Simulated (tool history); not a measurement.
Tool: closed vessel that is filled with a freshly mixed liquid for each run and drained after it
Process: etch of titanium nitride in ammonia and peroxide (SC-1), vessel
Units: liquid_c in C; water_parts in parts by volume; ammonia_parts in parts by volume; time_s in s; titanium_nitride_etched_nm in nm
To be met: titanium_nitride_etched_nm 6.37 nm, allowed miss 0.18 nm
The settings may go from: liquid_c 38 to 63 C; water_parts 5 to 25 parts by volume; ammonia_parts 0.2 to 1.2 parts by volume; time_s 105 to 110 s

run,hour,liquid_c,water_parts,ammonia_parts,time_s,titanium_nitride_etched_nm
1,0,47,14,0.7,105,7.4576
2,2.3,47,14,0.7,110,7.7248
3,7,50,14,0.7,110,9.7229
4,10.6,50,14,0.85,110,10.05
5,17.9,50,14,0.65,110,9.577
# hour 20.7: thermometer replaced
6,20.7,50,10,0.65,110,12.578
7,23.9,47,10,0.65,110,10.208
8,31.6,44.5,10,0.65,110,8.5333
9,32.6,43,10,0.65,110,7.5973
10,36.5,42,10,0.65,110,7.0913
11,41.5,40,10,0.65,110,6.1407

5 next moves are on the table. One of them brings every result within its allowed miss. Which?
A,46.5,40,8.5,0.7,105,?
B,46.5,41,11.5,0.7,105,?
C,46.5,39.5,8.5,0.6,105,?
D,46.5,43,17.5,0.95,110,?
E,46.5,40,11,0.8,105,?

move,titanium_nitride_etched_nm
A,6.408
B,5.911
C,6.0223
D,6.0397
E,5.7432
A: meets every target
B: further off than the last run
C: further off than the last run
D: further off than the last run
E: further off than the last run
Answer: A
